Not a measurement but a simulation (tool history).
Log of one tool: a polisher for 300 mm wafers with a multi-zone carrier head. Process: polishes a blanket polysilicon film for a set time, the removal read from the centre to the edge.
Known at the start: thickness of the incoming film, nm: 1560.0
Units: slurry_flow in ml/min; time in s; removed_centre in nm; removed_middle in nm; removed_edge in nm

run,hour,slurry_flow,centre_zone,middle_zone,edge_zone,time,removed_centre,removed_middle,removed_edge
1,0,140,1,1,1,45,322.26,315.4,314.02
2,7,145,0.98,1.02,1.02,46,320.44,335.56,325.61
3,9.1,150,0.97,1.03,1.04,46,324.53,339.86,324.49
4,11.2,150,1.03,1.03,1.04,46,340.21,337.63,328.58
5,12.7,135,1.03,1.03,1.04,46,337.33,334.84,320.43
6,18.4,135,1.03,1.03,1.01,46,330.75,332.79,316.29
7,19.8,140,1,1.04,1.03,47,331.98,345.76,327.52
8,23.8,145,0.97,1.05,1.05,48,334.58,361.44,333.32

The next listed run, before its measurement:
9,25.8,150,0.95,1.05,1.07,49,?,?,?

Run 9 gave removed_centre 339.78 nm, removed_middle 374.52 nm, removed_edge 350.06 nm.
